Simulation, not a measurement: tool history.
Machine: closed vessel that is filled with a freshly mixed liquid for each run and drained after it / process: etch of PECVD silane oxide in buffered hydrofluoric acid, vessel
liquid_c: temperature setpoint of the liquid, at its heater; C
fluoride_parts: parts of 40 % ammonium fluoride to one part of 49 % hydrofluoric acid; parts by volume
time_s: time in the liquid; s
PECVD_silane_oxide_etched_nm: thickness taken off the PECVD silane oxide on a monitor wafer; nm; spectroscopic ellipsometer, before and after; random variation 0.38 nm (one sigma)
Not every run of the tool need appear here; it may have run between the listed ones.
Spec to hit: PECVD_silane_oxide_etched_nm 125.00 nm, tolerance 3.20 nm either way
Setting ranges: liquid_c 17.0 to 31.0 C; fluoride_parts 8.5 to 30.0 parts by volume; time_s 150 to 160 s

| run | hour | liquid_c | fluoride_parts | time_s | PECVD_silane_oxide_etched_nm |
|---|---|---|---|---|---|
| 1 | 0.0 | 23.0 | 23.5 | 150 | 101.39 |
| 2 | 8.6 | 24.0 | 23.5 | 150 | 106.71 |
| 3 | 13.4 | 24.0 | 23.5 | 160 | 114.37 |
| 4 | 21.7 | 24.5 | 23.5 | 160 | 117.56 |
| 5 | 30.7 | 24.5 | 16.5 | 160 | 157.43 |
| 6 | 39.9 | 23.0 | 16.5 | 160 | 146.39 |
| 7 | 41.2 | 22.0 | 16.5 | 160 | 138.52 |
| 8 | 45.5 | 21.5 | 16.5 | 160 | 133.68 |

Of the 4 settings listed for the next run, only one would bring every result within its allowed miss of target. Which one?
| A | 49.8 | 22.5 | 19.0 | 160 | ? |
| B | 49.8 | 20.0 | 17.0 | 155 | ? |
| C | 49.8 | 21.5 | 18.0 | 150 | ? |
| D | 49.8 | 19.5 | 16.5 | 155 | ? |

| move | PECVD_silane_oxide_etched_nm |
|---|---|
| A | 123.70 |
| B | 116.36 |
| C | 115.73 |
| D | 116.51 |
A: every result lands within tolerance
B: takes the biggest miss from the last run beyond its target
C: takes the biggest miss from the last run beyond its target
D: takes the biggest miss from the last run beyond its target
A is the move that brings every result within its allowed miss.

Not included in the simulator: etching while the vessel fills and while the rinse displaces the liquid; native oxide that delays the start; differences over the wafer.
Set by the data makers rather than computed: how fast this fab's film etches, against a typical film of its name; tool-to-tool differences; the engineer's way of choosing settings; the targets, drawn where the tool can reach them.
